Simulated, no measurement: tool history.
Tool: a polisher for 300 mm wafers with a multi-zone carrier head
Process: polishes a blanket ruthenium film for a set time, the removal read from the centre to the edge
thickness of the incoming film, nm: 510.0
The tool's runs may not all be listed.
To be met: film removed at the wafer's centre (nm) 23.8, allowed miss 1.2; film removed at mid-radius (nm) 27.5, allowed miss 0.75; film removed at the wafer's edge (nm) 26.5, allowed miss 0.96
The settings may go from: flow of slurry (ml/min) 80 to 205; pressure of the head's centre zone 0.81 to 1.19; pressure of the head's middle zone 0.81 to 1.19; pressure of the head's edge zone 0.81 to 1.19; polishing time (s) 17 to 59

| run | hour | flow of slurry (ml/min) | pressure of the head's centre zone | pressure of the head's middle zone | pressure of the head's edge zone | polishing time (s) | film removed at the wafer's centre (nm) | film removed at mid-radius (nm) | film removed at the wafer's edge (nm) |
|---|---|---|---|---|---|---|---|---|---|
| 1 | 0 | 135 | 1 | 1 | 1 | 38 | 22.869 | 22.087 | 22.93 |
| 2 | 5.1 | 105 | 1 | 1 | 1 | 38 | 22.45 | 21.142 | 22.398 |
| 3 | 12 | 120 | 0.99 | 1.04 | 1.04 | 39 | 23.617 | 22.707 | 24.027 |
| 4 | 17.3 | 120 | 0.99 | 1.04 | 1.04 | 33 | 19.504 | 19.342 | 20.424 |
| 5 | 19 | 120 | 0.99 | 1.04 | 1.04 | 40 | 23.684 | 23.574 | 24.584 |
| 6 | 26.4 | 135 | 0.98 | 1.07 | 1.05 | 40 | 23.822 | 24.921 | 24.776 |
| 7 | 31.9 | 145 | 0.97 | 1.08 | 1.07 | 40 | 23.968 | 25.214 | 25.013 |
| 8 | 34.8 | 150 | 0.95 | 1.09 | 1.09 | 40 | 23.373 | 25.634 | 25.997 |
| 9 | 43 | 155 | 0.95 | 1.1 | 1.09 | 40 | 23.768 | 25.875 | 26.059 |
| 10 | 44.2 | 160 | 0.94 | 1.11 | 1.09 | 40 | 23.938 | 25.906 | 25.512 |
| 11 | 52.7 | 165 | 0.93 | 1.13 | 1.11 | 40 | 23.582 | 27.042 | 26.511 |

Which of these 4 next moves meets every target?
| A | 61.2 | 165 | 0.89 | 1.08 | 1.19 | 41 | ? | ? | ? |
| B | 61.2 | 145 | 0.93 | 1.17 | 1.11 | 41 | ? | ? | ? |
| C | 61.2 | 165 | 0.99 | 1.13 | 1.12 | 39 | ? | ? | ? |
| D | 61.2 | 190 | 0.94 | 1.09 | 1.06 | 40 | ? | ? | ? |

| move | film removed at the wafer's centre (nm) | film removed at mid-radius (nm) | film removed at the wafer's edge (nm) |
|---|---|---|---|
| A | 23.548 | 26.172 | 27.817 |
| B | 24.057 | 27.325 | 26.404 |
| C | 24.946 | 25.8 | 25.626 |
| D | 24.849 | 26.26 | 25.968 |
A: further off than the last run
B: meets every target
C: further off than the last run
D: further off than the last run
The right move is B.
